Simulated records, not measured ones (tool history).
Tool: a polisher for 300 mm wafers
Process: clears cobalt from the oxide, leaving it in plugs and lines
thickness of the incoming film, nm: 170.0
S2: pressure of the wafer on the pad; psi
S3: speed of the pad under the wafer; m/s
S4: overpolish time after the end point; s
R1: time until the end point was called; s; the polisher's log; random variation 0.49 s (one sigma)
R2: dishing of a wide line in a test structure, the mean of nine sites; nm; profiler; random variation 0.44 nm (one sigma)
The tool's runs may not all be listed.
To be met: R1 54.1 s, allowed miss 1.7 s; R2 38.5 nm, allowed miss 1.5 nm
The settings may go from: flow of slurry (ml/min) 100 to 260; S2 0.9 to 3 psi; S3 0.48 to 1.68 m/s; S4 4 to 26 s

run 1 hour=0 | flow_of_slurry_(ml/min)=165 S2=1.9 S3=1.08 S4=13 | R1=39.263 R2=38.297
run 2 hour=1.3 | flow_of_slurry_(ml/min)=135 S2=1.9 S3=1.08 S4=13 | R1=40.801 R2=36.46
run 3 hour=5.3 | flow_of_slurry_(ml/min)=135 S2=1.9 S3=1.08 S4=9 | R1=40.864 R2=28.615
run 4 hour=10.2 | flow_of_slurry_(ml/min)=135 S2=1.9 S3=1.08 S4=11 | R1=41.286 R2=33.094
run 5 hour=13.2 | flow_of_slurry_(ml/min)=135 S2=1.4 S3=1.08 S4=11 | R1=56.027 R2=26.509
run 6 hour=16 | flow_of_slurry_(ml/min)=145 S2=1.4 S3=1.08 S4=12 | R1=54.187 R2=28.642
run 7 hour=23.1 | flow_of_slurry_(ml/min)=150 S2=1.4 S3=1.08 S4=13 | R1=54.58 R2=30.948
run 8 hour=25.5 | flow_of_slurry_(ml/min)=155 S2=1.4 S3=1.08 S4=14 | R1=53.844 R2=32.364
run 9 hour=32.6 | flow_of_slurry_(ml/min)=155 S2=1.4 S3=1.08 S4=15 | R1=53.898 R2=33.613
run 10 hour=41 | flow_of_slurry_(ml/min)=155 S2=1.4 S3=1.08 S4=16 | R1=54.032 R2=35.541

Which of these 5 next moves meets every target?
run A hour=49.4 | flow_of_slurry_(ml/min)=145 S2=1.3 S3=1.18 S4=14 | R1=? R2=?
run B hour=49.4 | flow_of_slurry_(ml/min)=100 S2=2 S3=0.84 S4=15 | R1=? R2=?
run C hour=49.4 | flow_of_slurry_(ml/min)=160 S2=1.4 S3=1.1 S4=15 | R1=? R2=?
run D hour=49.4 | flow_of_slurry_(ml/min)=190 S2=1.5 S3=0.96 S4=18 | R1=? R2=?
run E hour=49.4 | flow_of_slurry_(ml/min)=140 S2=1.4 S3=1.12 S4=15 | R1=? R2=?

move=A R1=53.392 R2=32.994
move=B R1=52.947 R2=34.848
move=C R1=52.361 R2=35.138
move=D R1=54.487 R2=38.737
move=E R1=52.651 R2=34.999
A: further off than the last run
B: further off than the last run
C: further off than the last run
D: meets every target
E: further off than the last run
The right move is D.
